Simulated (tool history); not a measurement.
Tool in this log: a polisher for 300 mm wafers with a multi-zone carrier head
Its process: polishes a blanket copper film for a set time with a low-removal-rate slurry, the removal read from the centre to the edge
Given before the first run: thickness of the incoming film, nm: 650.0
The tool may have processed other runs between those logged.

run  hour  flow of slurry (ml/min)  pressure of the head's centre zone  pressure of the head's middle zone  pressure of the head's edge zone  abrasive content of the slurry  polishing time (s)  film removed at the wafer's centre (nm)  film removed at mid-radius (nm)  film removed at the wafer's edge (nm)
  1     0                      290                                   1                                   1                                 1                               1                  67                                   204.54                           199.12                                 195.45
  2   2.5                      295                                1.02                                1.02                                 1                            1.05                  67                                   213.53                           203.89                                 200.97
  3   5.3                      300                                1.03                                1.04                              0.98                            1.05                  67                                    219.5                           206.32                                 196.77
  4    11                      305                                1.03                                1.06                              0.97                             1.1                  67                                   220.08                           216.33                                 199.93
  5  19.7                      310                                1.04                                1.08                              0.97                             1.1                  67                                   220.02                           219.29                                 199.93
  6  21.3                      315                                1.06                                1.09                              0.96                             1.1                  67                                   228.37                           221.64                                  194.4

Run 7 comes next. What will it give?
  7  22.9                      320                                1.07                                 1.1                              0.97                             1.1                  67                                        ?                                ?                                      ?

{"run 7": {"film removed at the wafer's centre (nm)": 227.64, "film removed at mid-radius (nm)": 219.31, "film removed at the wafer's edge (nm)": 198.95}}
